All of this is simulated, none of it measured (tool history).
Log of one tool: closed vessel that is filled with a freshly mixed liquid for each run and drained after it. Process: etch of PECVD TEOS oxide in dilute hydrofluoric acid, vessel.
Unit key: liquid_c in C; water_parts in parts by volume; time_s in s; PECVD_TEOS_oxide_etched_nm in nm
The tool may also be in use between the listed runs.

{"run": 1, "hour": 0.0, "liquid_c": 25, "water_parts": 125, "time_s": 30, "PECVD_TEOS_oxide_etched_nm": 5.9269}
{"run": 2, "hour": 6.5, "liquid_c": 26, "water_parts": 115, "time_s": 30, "PECVD_TEOS_oxide_etched_nm": 6.7243}
{"run": 3, "hour": 8.0, "liquid_c": 26, "water_parts": 115, "time_s": 30, "PECVD_TEOS_oxide_etched_nm": 6.74}
{"run": 4, "hour": 13.7, "liquid_c": 26.5, "water_parts": 105, "time_s": 30, "PECVD_TEOS_oxide_etched_nm": 7.5702}
{"run": 5, "hour": 16.6, "liquid_c": 26.5, "water_parts": 105, "time_s": 30, "PECVD_TEOS_oxide_etched_nm": 7.6436}
{"run": 6, "hour": 22.4, "liquid_c": 27, "water_parts": 100, "time_s": 30, "PECVD_TEOS_oxide_etched_nm": 8.2376}
{"run": 7, "hour": 30.1, "liquid_c": 27.5, "water_parts": 95, "time_s": 30, "PECVD_TEOS_oxide_etched_nm": 8.9344}
{"run": 8, "hour": 35.6, "liquid_c": 28, "water_parts": 90, "time_s": 30, "PECVD_TEOS_oxide_etched_nm": 9.6073}
{"run": 9, "hour": 37.8, "liquid_c": 28.5, "water_parts": 85, "time_s": 30, "PECVD_TEOS_oxide_etched_nm": 10.394}
{"run": 10, "hour": 40.5, "liquid_c": 29, "water_parts": 80, "time_s": 30, "PECVD_TEOS_oxide_etched_nm": 11.38}
{"hour": 45.5, "done": "hydrofluoric acid flow meter replaced"}
{"run": 11, "hour": 45.5, "liquid_c": 29.5, "water_parts": 80, "time_s": 30, "PECVD_TEOS_oxide_etched_nm": 12.723}

Run 12 has not been measured yet. What should we expect?
{"run": 12, "hour": 53.0, "liquid_c": 30, "water_parts": 80, "time_s": 30, "PECVD_TEOS_oxide_etched_nm": "?"}

{"run 12": {"PECVD_TEOS_oxide_etched_nm": 12.747}}
